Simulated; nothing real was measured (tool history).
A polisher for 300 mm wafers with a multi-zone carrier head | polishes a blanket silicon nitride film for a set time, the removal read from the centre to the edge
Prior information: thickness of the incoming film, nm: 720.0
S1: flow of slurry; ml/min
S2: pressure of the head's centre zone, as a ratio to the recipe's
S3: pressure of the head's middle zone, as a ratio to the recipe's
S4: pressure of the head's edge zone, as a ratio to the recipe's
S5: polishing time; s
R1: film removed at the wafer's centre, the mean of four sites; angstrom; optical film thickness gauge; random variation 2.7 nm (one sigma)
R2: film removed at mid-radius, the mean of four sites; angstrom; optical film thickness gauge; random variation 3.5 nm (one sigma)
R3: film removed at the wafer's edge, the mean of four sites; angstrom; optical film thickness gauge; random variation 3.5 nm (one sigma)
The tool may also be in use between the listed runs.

run,hour,S1,S2,S3,S4,S5,R1,R2,R3
1,0.0,295,1.00,1.00,1.00,74,1908.9,1953.0,1864.4
2,6.6,335,1.00,1.00,1.00,74,1969.0,1917.8,1868.5
3,12.3,340,1.04,1.02,1.02,78,2134.1,2072.5,1975.3
4,20.8,340,1.04,0.97,1.02,78,2157.7,1960.3,1972.1
5,26.0,340,1.04,0.93,1.02,78,2117.2,1980.0,2043.6
6,29.0,340,1.04,0.93,1.06,78,2119.9,1945.2,2094.9
7,34.4,340,1.07,0.95,1.06,82,2295.0,2090.4,2136.0
8,40.0,345,1.09,0.96,1.06,85,2388.2,2205.8,2228.0
9,43.4,360,1.12,0.96,1.05,87,2541.3,2187.5,2319.5

What will run 10 give?
10,47.3,360,1.14,0.99,1.04,89,?,?,?

Run 10 yielded R1 2652.5 angstrom, R2 2331.3 angstrom, R3 2297.7 angstrom.

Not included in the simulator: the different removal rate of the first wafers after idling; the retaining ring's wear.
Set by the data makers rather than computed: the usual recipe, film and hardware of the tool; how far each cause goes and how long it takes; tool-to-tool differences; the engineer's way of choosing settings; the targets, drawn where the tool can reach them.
